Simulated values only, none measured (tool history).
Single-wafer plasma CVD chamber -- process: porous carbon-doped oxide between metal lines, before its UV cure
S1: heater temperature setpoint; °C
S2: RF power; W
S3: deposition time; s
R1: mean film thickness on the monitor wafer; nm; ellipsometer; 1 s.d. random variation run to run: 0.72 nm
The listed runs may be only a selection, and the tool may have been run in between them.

run  hour   S1   S2    S3      R1
  1     0  310  545  37.8  206.55
  2     7  310  620  37.8  223.01
  3  11.1  303  620  37.8  233.34
  4  17.7  303  540  37.8  209.65
  5    19  308  540  37.8  204.75
  6  22.8  313  500  37.8  189.81
  7  29.6  313  500  37.8  189.54

For run 8, what comes out?
  8  34.2  317  475  37.8   ?

{"run 8": {"R1": 179.63}}
